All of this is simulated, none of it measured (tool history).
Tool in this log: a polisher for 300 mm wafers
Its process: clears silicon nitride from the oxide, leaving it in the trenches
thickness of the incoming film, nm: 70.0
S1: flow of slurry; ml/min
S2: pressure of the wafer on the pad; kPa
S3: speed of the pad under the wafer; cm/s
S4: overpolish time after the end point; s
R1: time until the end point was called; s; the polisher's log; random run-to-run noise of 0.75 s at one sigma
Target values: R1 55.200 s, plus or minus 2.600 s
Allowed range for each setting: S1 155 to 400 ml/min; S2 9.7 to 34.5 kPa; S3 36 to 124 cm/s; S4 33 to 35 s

| run | hour | S1 | S2 | S3 | S4 | R1 |
|---|---|---|---|---|---|---|
| 1 | 0.0 | 255 | 22.1 | 80 | 33 | 73.431 |
| 2 | 1.7 | 255 | 22.1 | 66 | 33 | 89.035 |
| 3 | 7.6 | 255 | 24.8 | 66 | 33 | 78.816 |
| 4 | 9.0 | 255 | 24.8 | 56 | 33 | 93.298 |
| 5 | 14.2 | 255 | 26.2 | 58 | 33 | 85.549 |
| 6 | 19.6 | 255 | 27.6 | 60 | 33 | 79.522 |
| 7 | 25.3 | 255 | 28.3 | 62 | 33 | 74.479 |
| 8 | 32.8 | 255 | 34.5 | 64 | 33 | 58.813 |

Which one of the following 5 next-run settings gets every result inside its allowed miss? There is exactly one.
| A | 40.3 | 235 | 29.6 | 68 | 33 | ? |
| B | 40.3 | 250 | 31.7 | 66 | 33 | ? |
| C | 40.3 | 200 | 34.5 | 58 | 34 | ? |
| D | 40.3 | 305 | 31.7 | 72 | 35 | ? |
| E | 40.3 | 250 | 33.8 | 62 | 35 | ? |

| move | R1 |
|---|---|
| A | 64.088 |
| B | 61.315 |
| C | 65.770 |
| D | 55.265 |
| E | 61.212 |
A: its largest miss is bigger than the last run's
B: its largest miss is bigger than the last run's
C: its largest miss is bigger than the last run's
D: meets every target
E: its largest miss is bigger than the last run's
D is the move that brings every result within its allowed miss.
